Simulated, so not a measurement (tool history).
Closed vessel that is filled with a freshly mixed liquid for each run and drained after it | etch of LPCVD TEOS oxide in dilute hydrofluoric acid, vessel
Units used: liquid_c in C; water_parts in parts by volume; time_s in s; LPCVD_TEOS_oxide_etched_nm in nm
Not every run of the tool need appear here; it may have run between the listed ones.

| run | hour | liquid_c | water_parts | time_s | LPCVD_TEOS_oxide_etched_nm |
|---|---|---|---|---|---|
| 1 | 0 | 23 | 155 | 170 | 55.422 |
| 2 | 5.8 | 22 | 155 | 170 | 53.736 |
| 3 | 7.8 | 22 | 100 | 170 | 87.485 |
| 4 | 11.4 | 22 | 100 | 170 | 87.985 |
| 5 | 19.9 | 22 | 55 | 170 | 167.23 |
| 6 | 21.9 | 22 | 55 | 180 | 179 |

What will run 7 give?
| 7 | 28.4 | 20.5 | 85 | 180 | ? |

LPCVD_TEOS_oxide_etched_nm: 104.76 nm

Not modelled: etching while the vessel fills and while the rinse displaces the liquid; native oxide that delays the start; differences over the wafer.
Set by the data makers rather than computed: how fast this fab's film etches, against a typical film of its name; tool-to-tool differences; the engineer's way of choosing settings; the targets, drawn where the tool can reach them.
